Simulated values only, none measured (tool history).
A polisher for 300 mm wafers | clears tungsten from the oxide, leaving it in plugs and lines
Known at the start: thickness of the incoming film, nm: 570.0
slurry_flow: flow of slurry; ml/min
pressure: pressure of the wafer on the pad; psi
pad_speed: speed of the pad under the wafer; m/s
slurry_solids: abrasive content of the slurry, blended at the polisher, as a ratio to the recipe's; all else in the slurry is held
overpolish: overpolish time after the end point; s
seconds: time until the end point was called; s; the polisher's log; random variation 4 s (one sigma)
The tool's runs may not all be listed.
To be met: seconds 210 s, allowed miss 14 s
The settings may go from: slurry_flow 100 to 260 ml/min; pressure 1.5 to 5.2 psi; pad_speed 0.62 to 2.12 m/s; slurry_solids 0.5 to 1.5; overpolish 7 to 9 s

run 1 hour=0 | slurry_flow=165 pressure=3.3 pad_speed=1.36 slurry_solids=1 overpolish=9 | seconds=110.31
run 2 hour=2.4 | slurry_flow=165 pressure=3.3 pad_speed=1.36 slurry_solids=1 overpolish=9 | seconds=109.38
run 3 hour=5.3 | slurry_flow=165 pressure=2.7 pad_speed=1.36 slurry_solids=1 overpolish=9 | seconds=138.5
run 4 hour=9 | slurry_flow=165 pressure=2.7 pad_speed=1.36 slurry_solids=0.8 overpolish=9 | seconds=145.84
run 5 hour=10.2 | slurry_flow=165 pressure=2.7 pad_speed=1.12 slurry_solids=0.8 overpolish=9 | seconds=167.04
run 6 hour=17.9 | slurry_flow=165 pressure=2.6 pad_speed=1.12 slurry_solids=0.8 overpolish=9 | seconds=181.97
run 7 hour=22.7 | slurry_flow=165 pressure=2.5 pad_speed=1.12 slurry_solids=0.8 overpolish=9 | seconds=184.73
run 8 hour=27 | slurry_flow=165 pressure=2.4 pad_speed=1.12 slurry_solids=0.8 overpolish=9 | seconds=194.1

Which of these 5 next moves meets every target?
run A hour=31.3 | slurry_flow=200 pressure=2.2 pad_speed=1.34 slurry_solids=0.95 overpolish=7 | seconds=?
run B hour=31.3 | slurry_flow=125 pressure=1.8 pad_speed=1.8 slurry_solids=0.5 overpolish=9 | seconds=?
run C hour=31.3 | slurry_flow=180 pressure=2.6 pad_speed=1.08 slurry_solids=0.85 overpolish=9 | seconds=?
run D hour=31.3 | slurry_flow=185 pressure=2.9 pad_speed=0.98 slurry_solids=0.8 overpolish=9 | seconds=?
run E hour=31.3 | slurry_flow=160 pressure=2.4 pad_speed=0.98 slurry_solids=0.95 overpolish=9 | seconds=?

move=A seconds=165.07
move=B seconds=184.94
move=C seconds=180.04
move=D seconds=179.38
move=E seconds=212.61
A: further off than the last run
B: further off than the last run
C: further off than the last run
D: further off than the last run
E: meets every target
The right move is E.
